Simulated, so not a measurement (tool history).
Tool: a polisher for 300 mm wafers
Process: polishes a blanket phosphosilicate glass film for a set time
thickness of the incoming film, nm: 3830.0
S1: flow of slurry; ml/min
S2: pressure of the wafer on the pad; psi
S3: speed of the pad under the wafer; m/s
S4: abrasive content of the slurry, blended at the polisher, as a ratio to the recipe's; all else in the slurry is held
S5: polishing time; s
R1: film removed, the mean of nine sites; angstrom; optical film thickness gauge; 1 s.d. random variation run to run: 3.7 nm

run,hour,S1,S2,S3,S4,S5,R1
1,0.0,225,2.7,1.08,1.0,103,7298.5
2,7.0,225,2.4,1.06,1.0,103,6449.2
3,7.9,225,2.4,0.96,1.0,103,5892.2
4,15.7,190,2.4,0.96,1.0,103,5762.8
5,19.2,185,2.2,0.96,1.0,103,5321.5
6,24.2,185,2.1,0.96,1.0,103,5029.3
7,28.0,180,2.0,0.96,1.0,103,4791.5

Run 8 has not been measured yet. What should we expect?
8,29.2,180,2.0,0.96,1.0,103,?

{"run 8": {"R1": 4807.6}}
